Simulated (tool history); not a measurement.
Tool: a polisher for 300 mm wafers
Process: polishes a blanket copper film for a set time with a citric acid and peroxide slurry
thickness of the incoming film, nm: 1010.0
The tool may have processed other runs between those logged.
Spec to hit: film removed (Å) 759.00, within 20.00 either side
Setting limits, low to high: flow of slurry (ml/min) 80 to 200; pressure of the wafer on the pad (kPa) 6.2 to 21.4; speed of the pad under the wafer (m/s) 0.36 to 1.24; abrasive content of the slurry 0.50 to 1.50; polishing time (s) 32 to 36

run	hour	flow of slurry (ml/min)	pressure of the wafer on the pad (kPa)	speed of the pad under the wafer (m/s)	abrasive content of the slurry	polishing time (s)	film removed (Å)
1	0.0	130	13.8	0.80	1.00	36	498.01
2	1.9	135	14.5	0.80	1.00	36	523.74
3	10.5	135	14.5	0.80	1.00	36	525.29
4	18.1	105	14.5	0.80	1.00	36	491.97
5	22.0	105	14.5	0.80	1.00	36	492.28
6	23.4	105	14.5	0.94	1.00	36	574.29
7	30.9	115	14.5	0.94	1.00	36	587.00
8	31.5	125	14.5	0.94	1.00	36	600.19
9	33.2	135	14.5	0.94	1.00	36	606.78
10	42.1	140	15.2	0.94	1.00	36	640.70
11	43.4	145	15.2	0.94	1.00	36	641.13
12	44.6	150	15.2	0.94	1.00	36	652.99
13	46.5	150	15.2	0.94	1.00	36	649.45
14	47.3	155	15.2	0.94	1.00	36	659.90
15	52.0	160	15.2	0.94	1.00	36	659.18
16	58.8	165	15.2	0.94	1.00	36	665.42
17	67.1	170	15.2	0.94	1.00	36	659.99
18	68.7	175	16.5	0.94	1.00	36	714.42

Which of these 5 next moves meets every target?
A	70.3	185	19.3	0.90	0.95	36	?
B	70.3	180	17.9	0.94	0.95	35	?
C	70.3	170	18.6	0.96	0.95	36	?
D	70.3	170	17.9	0.98	1.15	34	?
E	70.3	195	16.5	0.98	1.25	36	?

move	film removed (Å)
A	795.31
B	750.45
C	808.32
D	792.65
E	814.36
A: carries the result that was furthest off beyond its target, to the other side
B: all results in spec
C: carries the result that was furthest off beyond its target, to the other side
D: carries the result that was furthest off beyond its target, to the other side
E: carries the result that was furthest off beyond its target, to the other side
Correct choice: B, which meets every target
